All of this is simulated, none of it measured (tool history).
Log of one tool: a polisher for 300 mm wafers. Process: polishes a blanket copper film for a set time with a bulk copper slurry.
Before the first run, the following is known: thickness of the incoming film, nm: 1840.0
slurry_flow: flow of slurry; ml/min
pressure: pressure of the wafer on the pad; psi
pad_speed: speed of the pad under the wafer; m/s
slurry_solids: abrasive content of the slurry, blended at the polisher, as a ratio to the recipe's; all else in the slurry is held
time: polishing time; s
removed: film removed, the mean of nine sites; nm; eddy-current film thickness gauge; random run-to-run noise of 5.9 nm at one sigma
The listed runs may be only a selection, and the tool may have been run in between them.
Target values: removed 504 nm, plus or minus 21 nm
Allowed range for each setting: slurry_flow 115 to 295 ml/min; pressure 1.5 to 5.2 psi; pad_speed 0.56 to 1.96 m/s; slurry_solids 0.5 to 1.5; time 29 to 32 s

run 1 day=0 | slurry_flow=190 pressure=3.3 pad_speed=1.26 slurry_solids=1 time=32 | removed=345.38
run 2 day=0.038 | slurry_flow=190 pressure=3.7 pad_speed=1.26 slurry_solids=1 time=32 | removed=387.32
run 3 day=0.183 | slurry_flow=190 pressure=4 pad_speed=1.26 slurry_solids=1 time=32 | removed=413.63
run 4 day=0.288 | slurry_flow=190 pressure=4 pad_speed=1.26 slurry_solids=0.85 time=32 | removed=385.18
run 5 day=0.408 | slurry_flow=155 pressure=4 pad_speed=1.26 slurry_solids=0.85 time=32 | removed=366.36
run 6 day=0.492 | slurry_flow=185 pressure=4 pad_speed=1.26 slurry_solids=0.85 time=32 | removed=381.53
run 7 day=0.629 | slurry_flow=195 pressure=4.3 pad_speed=1.26 slurry_solids=0.85 time=32 | removed=413.29
-- day=0.946 slurry nozzle cleaned
run 8 day=0.946 | slurry_flow=200 pressure=4.5 pad_speed=1.26 slurry_solids=0.85 time=32 | removed=458.1

Pick the move, out of 5, that brings all results within their allowed miss; only one does.
run A day=1.262 | slurry_flow=195 pressure=4.4 pad_speed=1.14 slurry_solids=0.85 time=30 | removed=?
run B day=1.262 | slurry_flow=215 pressure=5.2 pad_speed=1.18 slurry_solids=0.85 time=32 | removed=?
run C day=1.262 | slurry_flow=200 pressure=4.8 pad_speed=1.18 slurry_solids=0.75 time=32 | removed=?
run D day=1.262 | slurry_flow=205 pressure=4.5 pad_speed=1.3 slurry_solids=0.75 time=29 | removed=?
run E day=1.262 | slurry_flow=150 pressure=4.8 pad_speed=1.24 slurry_solids=0.85 time=29 | removed=?

move=A removed=378.85
move=B removed=493.5
move=C removed=434.39
move=D removed=409.16
move=E removed=410.86
A: misses by more than the last run did
B: hits every target within its allowed miss
C: misses by more than the last run did
D: misses by more than the last run did
E: misses by more than the last run did
Answer: B

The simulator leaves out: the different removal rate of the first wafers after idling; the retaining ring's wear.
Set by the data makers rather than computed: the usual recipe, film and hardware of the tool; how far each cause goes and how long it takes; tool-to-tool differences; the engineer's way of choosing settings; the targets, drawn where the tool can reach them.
